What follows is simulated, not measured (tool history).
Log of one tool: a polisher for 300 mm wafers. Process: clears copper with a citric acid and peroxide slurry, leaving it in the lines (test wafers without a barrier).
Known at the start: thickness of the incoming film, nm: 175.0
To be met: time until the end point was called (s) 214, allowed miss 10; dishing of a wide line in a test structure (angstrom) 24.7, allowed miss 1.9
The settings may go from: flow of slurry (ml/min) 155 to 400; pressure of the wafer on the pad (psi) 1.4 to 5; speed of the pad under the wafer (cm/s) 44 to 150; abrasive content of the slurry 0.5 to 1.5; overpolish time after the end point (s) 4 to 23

| run | day | flow of slurry (ml/min) | pressure of the wafer on the pad (psi) | speed of the pad under the wafer (cm/s) | abrasive content of the slurry | overpolish time after the end point (s) | time until the end point was called (s) | dishing of a wide line in a test structure (angstrom) |
|---|---|---|---|---|---|---|---|---|
| 1 | 0 | 255 | 3.2 | 96 | 1 | 12 | 80.831 | 160.55 |
| 2 | 0.304 | 250 | 2.9 | 88 | 0.95 | 11 | 94.203 | 132.13 |
| 3 | 0.612 | 315 | 2.9 | 88 | 0.95 | 11 | 93.472 | 134.56 |
| 4 | 0.725 | 315 | 2.9 | 88 | 1.1 | 11 | 93.729 | 138.4 |
| 5 | 0.867 | 315 | 2.9 | 108 | 1.1 | 11 | 74.176 | 155.7 |
| 6 | 1.133 | 290 | 2.7 | 98 | 1 | 10 | 88.994 | 126.8 |
| 7 | 1.183 | 270 | 2.5 | 90 | 0.9 | 9 | 106.95 | 100.83 |
|  | 1.279 | worn pad replaced by a new one |
| 8 | 1.279 | 250 | 2.3 | 86 | 0.85 | 8 | 110.66 | 86.453 |
| 9 | 1.5 | 235 | 2.2 | 80 | 0.8 | 7 | 123.99 | 69.489 |
| 10 | 1.592 | 165 | 1.8 | 52 | 0.55 | 4 | 241.42 | 22.386 |

4 next moves are on the table. One of them brings every result within its allowed miss. Which?
| A | 1.683 | 215 | 1.7 | 58 | 0.65 | 4 | ? | ? |
| B | 1.683 | 155 | 1.6 | 44 | 0.75 | 6 | ? | ? |
| C | 1.683 | 175 | 2 | 62 | 0.55 | 4 | ? | ? |
| D | 1.683 | 180 | 2.1 | 58 | 0.65 | 4 | ? | ? |

| move | time until the end point was called (s) | dishing of a wide line in a test structure (angstrom) |
|---|---|---|
| A | 216.04 | 25.139 |
| B | 299.57 | 27.13 |
| C | 189.24 | 28.586 |
| D | 188.84 | 28.652 |
A: meets every target
B: further off than the last run
C: takes the result that was furthest off past its target
D: takes the result that was furthest off past its target
Answer: A
